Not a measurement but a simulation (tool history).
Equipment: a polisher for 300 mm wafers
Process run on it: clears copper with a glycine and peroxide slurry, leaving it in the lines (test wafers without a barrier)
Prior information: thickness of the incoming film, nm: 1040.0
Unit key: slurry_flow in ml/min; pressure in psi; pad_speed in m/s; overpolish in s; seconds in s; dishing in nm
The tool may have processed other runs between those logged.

run    day  slurry_flow  pressure  pad_speed  overpolish  seconds  dishing
  1      0          155       3.5       1.24          20   125.07   77.358
  2  0.183          155       3.5       0.92          20   146.49   73.359
  3  0.321          155       4.1       0.92          20   129.95   74.295
  4  0.662          155       3.3       0.92          20    148.7   70.503
  5  0.875          155       3.3       0.92          21   150.62   72.619
  6  0.929          155       3.3       0.92          22   151.07    71.82
  7  1.042          155       3.3       0.92          24   150.33   76.602

Estimate the outcome of run 8 from the log above:
  8  1.246          155       3.3       0.92          25        ?        ?

{"run 8": {"seconds": 151.29, "dishing": 81.92}}

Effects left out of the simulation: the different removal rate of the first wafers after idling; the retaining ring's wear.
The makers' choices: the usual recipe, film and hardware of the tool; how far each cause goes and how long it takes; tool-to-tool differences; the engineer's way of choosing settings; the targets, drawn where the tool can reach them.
